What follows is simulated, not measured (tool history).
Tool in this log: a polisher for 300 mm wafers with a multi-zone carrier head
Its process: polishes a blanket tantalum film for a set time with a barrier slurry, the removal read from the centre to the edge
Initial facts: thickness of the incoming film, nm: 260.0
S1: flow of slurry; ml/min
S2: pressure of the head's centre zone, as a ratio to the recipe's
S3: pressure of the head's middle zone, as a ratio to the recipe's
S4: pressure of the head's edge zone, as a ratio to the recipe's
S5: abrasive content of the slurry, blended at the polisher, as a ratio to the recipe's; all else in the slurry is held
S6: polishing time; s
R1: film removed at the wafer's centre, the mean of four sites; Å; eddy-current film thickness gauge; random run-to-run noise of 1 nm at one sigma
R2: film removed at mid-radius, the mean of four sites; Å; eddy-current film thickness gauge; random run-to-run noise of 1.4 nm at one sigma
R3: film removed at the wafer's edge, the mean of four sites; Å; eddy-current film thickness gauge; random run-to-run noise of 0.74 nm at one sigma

Run 1, day 0.000: S1 290 ml/min, S2 1.00, S3 1.00, S4 1.00, S5 1.00, S6 40 s. Result: R1 1069.4 Å, R2 1077.0 Å, R3 1044.3 Å.
Run 2, day 0.188: S1 305 ml/min, S2 1.04, S3 0.99, S4 1.02, S5 1.05, S6 40 s. Result: R1 1116.5 Å, R2 1059.8 Å, R3 1070.8 Å.
Run 3, day 0.546: S1 305 ml/min, S2 1.04, S3 0.99, S4 1.02, S5 1.05, S6 46 s. Result: R1 1293.0 Å, R2 1209.4 Å, R3 1241.1 Å.
Run 4, day 0.579: S1 375 ml/min, S2 1.04, S3 0.99, S4 1.02, S5 1.05, S6 46 s. Result: R1 1309.1 Å, R2 1260.1 Å, R3 1255.6 Å.
Run 5, day 0.946: S1 375 ml/min, S2 0.99, S3 0.99, S4 1.02, S5 1.05, S6 46 s. Result: R1 1246.3 Å, R2 1246.4 Å, R3 1247.3 Å.
Run 6, day 1.075: S1 375 ml/min, S2 1.02, S3 0.97, S4 1.00, S5 1.05, S6 46 s. Result: R1 1290.6 Å, R2 1252.3 Å, R3 1248.8 Å.
Run 7, day 1.383: S1 370 ml/min, S2 1.05, S3 0.95, S4 0.99, S5 1.05, S6 46 s. Result: R1 1313.3 Å, R2 1185.0 Å, R3 1231.2 Å.
Run 8, day 1.479: S1 370 ml/min, S2 1.07, S3 0.95, S4 0.98, S5 1.05, S6 46 s. Result: R1 1349.6 Å, R2 1200.5 Å, R3 1224.1 Å.
Run 9, day 1.550: S1 370 ml/min, S2 1.09, S3 0.94, S4 0.97, S5 1.05, S6 46 s. Result: R1 1378.1 Å, R2 1190.6 Å, R3 1218.1 Å.

What does the tool deliver on the next run?
Run 10, day 1.575: S1 370 ml/min, S2 1.10, S3 0.93, S4 0.97, S5 1.05, S6 46 s. Result: R1 ?, R2 ?, R3 ?.

{"run 10": {"R1": 1387.9, "R2": 1162.8, "R3": 1224.0}}

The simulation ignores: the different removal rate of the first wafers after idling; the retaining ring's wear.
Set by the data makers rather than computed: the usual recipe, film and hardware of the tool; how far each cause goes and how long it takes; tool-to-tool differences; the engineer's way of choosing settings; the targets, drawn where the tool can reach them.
